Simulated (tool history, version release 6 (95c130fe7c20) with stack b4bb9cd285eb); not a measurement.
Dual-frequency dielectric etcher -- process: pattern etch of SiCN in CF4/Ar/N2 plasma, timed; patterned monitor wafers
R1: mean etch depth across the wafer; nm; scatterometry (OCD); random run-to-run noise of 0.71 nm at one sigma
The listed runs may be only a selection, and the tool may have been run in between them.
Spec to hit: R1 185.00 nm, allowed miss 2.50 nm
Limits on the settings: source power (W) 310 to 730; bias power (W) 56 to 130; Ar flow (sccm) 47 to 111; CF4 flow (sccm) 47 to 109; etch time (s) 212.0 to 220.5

{"run": 1, "hour": 0.0, "source power (W)": 520, "bias power (W)": 93, "Ar flow (sccm)": 79, "CF4 flow (sccm)": 78, "etch time (s)": 212.0, "R1": 218.85}
{"run": 2, "hour": 0.8, "source power (W)": 520, "bias power (W)": 107, "Ar flow (sccm)": 79, "CF4 flow (sccm)": 78, "etch time (s)": 212.0, "R1": 226.26}
{"run": 3, "hour": 1.6, "source power (W)": 480, "bias power (W)": 107, "Ar flow (sccm)": 79, "CF4 flow (sccm)": 78, "etch time (s)": 212.0, "R1": 213.47}
{"run": 4, "hour": 5.7, "source power (W)": 570, "bias power (W)": 107, "Ar flow (sccm)": 79, "CF4 flow (sccm)": 78, "etch time (s)": 212.0, "R1": 242.83}
{"run": 5, "hour": 13.4, "source power (W)": 570, "bias power (W)": 107, "Ar flow (sccm)": 91, "CF4 flow (sccm)": 78, "etch time (s)": 212.0, "R1": 234.91}
{"run": 6, "hour": 18.9, "source power (W)": 570, "bias power (W)": 107, "Ar flow (sccm)": 101, "CF4 flow (sccm)": 78, "etch time (s)": 212.0, "R1": 231.89}
{"run": 7, "hour": 23.6, "source power (W)": 540, "bias power (W)": 107, "Ar flow (sccm)": 101, "CF4 flow (sccm)": 78, "etch time (s)": 212.0, "R1": 223.04}
{"run": 8, "hour": 29.4, "source power (W)": 510, "bias power (W)": 107, "Ar flow (sccm)": 101, "CF4 flow (sccm)": 78, "etch time (s)": 212.0, "R1": 211.18}
{"run": 9, "hour": 31.7, "source power (W)": 490, "bias power (W)": 107, "Ar flow (sccm)": 101, "CF4 flow (sccm)": 78, "etch time (s)": 212.0, "R1": 204.93}
{"run": 10, "hour": 36.3, "source power (W)": 480, "bias power (W)": 107, "Ar flow (sccm)": 101, "CF4 flow (sccm)": 78, "etch time (s)": 212.0, "R1": 202.21}
{"run": 11, "hour": 44.3, "source power (W)": 470, "bias power (W)": 107, "Ar flow (sccm)": 101, "CF4 flow (sccm)": 78, "etch time (s)": 212.0, "R1": 197.01}
{"run": 12, "hour": 48.8, "source power (W)": 460, "bias power (W)": 107, "Ar flow (sccm)": 101, "CF4 flow (sccm)": 78, "etch time (s)": 212.0, "R1": 194.82}

Next run, 4 choices. One meets every target within its allowed miss, the rest don't. Which?
{"run": "A", "hour": 53.3, "source power (W)": 450, "bias power (W)": 118, "Ar flow (sccm)": 97, "CF4 flow (sccm)": 91, "etch time (s)": 213.0, "R1": "?"}
{"run": "B", "hour": 53.3, "source power (W)": 410, "bias power (W)": 109, "Ar flow (sccm)": 107, "CF4 flow (sccm)": 90, "etch time (s)": 218.5, "R1": "?"}
{"run": "C", "hour": 53.3, "source power (W)": 480, "bias power (W)": 105, "Ar flow (sccm)": 106, "CF4 flow (sccm)": 79, "etch time (s)": 215.5, "R1": "?"}
{"run": "D", "hour": 53.3, "source power (W)": 470, "bias power (W)": 109, "Ar flow (sccm)": 101, "CF4 flow (sccm)": 75, "etch time (s)": 218.5, "R1": "?"}

move=A R1=202.20
move=B R1=185.60
move=C R1=202.54
move=D R1=204.55
A: moves away from the targets compared with the last run
B: all results in spec
C: moves away from the targets compared with the last run
D: moves away from the targets compared with the last run
The right move is B.
